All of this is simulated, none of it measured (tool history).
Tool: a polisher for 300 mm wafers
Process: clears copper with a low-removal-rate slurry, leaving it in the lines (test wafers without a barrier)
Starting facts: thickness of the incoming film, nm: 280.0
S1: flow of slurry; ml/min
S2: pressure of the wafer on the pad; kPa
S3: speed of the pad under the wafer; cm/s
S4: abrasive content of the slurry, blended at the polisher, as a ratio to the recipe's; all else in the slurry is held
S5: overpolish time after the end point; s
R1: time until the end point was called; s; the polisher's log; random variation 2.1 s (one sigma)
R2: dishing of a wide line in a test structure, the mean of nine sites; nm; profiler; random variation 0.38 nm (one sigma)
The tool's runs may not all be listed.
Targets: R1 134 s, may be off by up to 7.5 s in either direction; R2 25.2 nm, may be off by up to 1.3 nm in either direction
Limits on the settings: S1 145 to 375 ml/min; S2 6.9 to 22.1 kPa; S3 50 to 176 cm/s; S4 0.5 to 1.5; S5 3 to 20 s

run  hour   S1    S2   S3  S4  S5      R1      R2
  1     0  240  14.5  112   1  10  166.62  13.553
  2   2.3  240  14.5   86   1  10  208.85  10.741
  3   9.7  240  15.9   90   1  11  180.59  13.423
  4    11  240  16.5   92   1  12  173.28  15.559
  5  16.8  240  16.5   92   1  16  174.27  20.674
  6  25.7  240  16.5   92   1  19   174.7  24.066
  7    29  240  17.2   92   1  18  168.56  23.554
  8  31.8  240  17.9   92   1  17  159.43  22.691
  9  39.4  240  18.6   92   1  17  155.29  24.173
 10  41.9  240  19.3   92   1  17  152.27  25.051
 11  42.4  240    20   92   1  16  146.51  23.956

Exactly one of the 5 candidate moves below puts every result within its allowed miss. Which one?
  A  42.9  260  21.4   98     1  13   ?   ?
  B  42.9  220    20  100  0.95  16   ?   ?
  C  42.9  235  20.7  112   1.1  13   ?   ?
  D  42.9  205  20.7   82   0.9  15   ?   ?
  E  42.9  210  20.7   82     1  15   ?   ?

move      R1      R2
   A  128.92   22.44
   B  138.76  25.317
   C  118.11  24.296
   D  160.68  20.873
   E  157.38  21.278
A: the worst result of the last run now meets its target, but another is out of spec
B: all results in spec
C: pushes the last run's worst result past its target
D: its largest miss is bigger than the last run's
E: its largest miss is bigger than the last run's
The move that meets every target is B.
